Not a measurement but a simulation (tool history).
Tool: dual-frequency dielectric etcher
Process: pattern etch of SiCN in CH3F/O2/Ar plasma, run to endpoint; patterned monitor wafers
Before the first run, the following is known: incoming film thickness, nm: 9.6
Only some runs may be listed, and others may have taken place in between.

run	hour	source power (W)	bias power (W)	endpoint time (s)
1	0	350	85	24.346
2	7.1	310	85	25.615
3	11.5	310	97	24.442
4	15.1	310	110	22.83
5	20.5	300	108	23.623
6	27.4	360	108	21.882
7	35.3	340	106	22.505

Forecast run 8:
8	40.9	320	105	?

Run 8 gave endpoint time (s) 23.327.
